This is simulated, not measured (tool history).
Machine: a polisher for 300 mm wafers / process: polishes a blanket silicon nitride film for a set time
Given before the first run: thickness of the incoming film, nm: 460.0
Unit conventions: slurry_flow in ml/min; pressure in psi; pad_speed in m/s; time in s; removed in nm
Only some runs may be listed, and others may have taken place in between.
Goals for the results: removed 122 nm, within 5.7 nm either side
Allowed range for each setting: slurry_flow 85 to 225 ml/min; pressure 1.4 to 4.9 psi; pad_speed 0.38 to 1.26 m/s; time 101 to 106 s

run	hour	slurry_flow	pressure	pad_speed	time	removed
1	0	145	3.1	0.82	101	141.15
2	6.8	145	3	0.82	101	138.22
3	8.4	120	3	0.82	101	136.58
4	16.1	120	2.9	0.82	101	135.48
5	24.4	120	2.8	0.82	101	131.72
6	26.4	120	3.2	0.82	101	142.65
7	31.5	120	3	0.82	101	134.18
8	32.5	120	2.9	0.82	101	134.85
9	36.5	120	2.8	0.82	101	129.15
10	40.4	120	2.7	0.82	101	128.93

Consider the 5 candidate settings below. Which is the only one whose results all fall within their allowed miss of target?
A	44.3	135	3	0.78	104	?
B	44.3	105	2.8	0.88	104	?
C	44.3	135	2.4	0.9	106	?
D	44.3	165	2.5	0.92	101	?
E	44.3	100	2.6	0.86	101	?

move	removed
A	135.9
B	134.87
C	133.37
D	137.1
E	121.34
A: the biggest miss grows against the last run
B: the biggest miss grows against the last run
C: the biggest miss grows against the last run
D: the biggest miss grows against the last run
E: each result inside its tolerance
Correct choice: E, which meets every target
